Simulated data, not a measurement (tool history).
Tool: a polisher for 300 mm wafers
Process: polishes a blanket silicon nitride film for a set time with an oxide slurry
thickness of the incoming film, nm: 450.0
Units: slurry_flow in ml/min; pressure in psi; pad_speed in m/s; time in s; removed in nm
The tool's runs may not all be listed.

run,hour,slurry_flow,pressure,pad_speed,slurry_solids,time,removed
1,0,180,3.8,1.26,1,63,56.526
2,8.2,180,3.8,1.26,1,58,51.067
3,11.9,180,3.6,1.26,1,58,50.742
4,16.8,180,3.6,1.26,1,58,52.178
5,19.2,150,3.6,1.26,1,58,49.129
6,19.8,150,3.4,1.26,1,58,48.501

Forecast run 7:
7,22.2,150,3.2,1.24,1,58,?

Run 7 gave removed 45.205 nm.
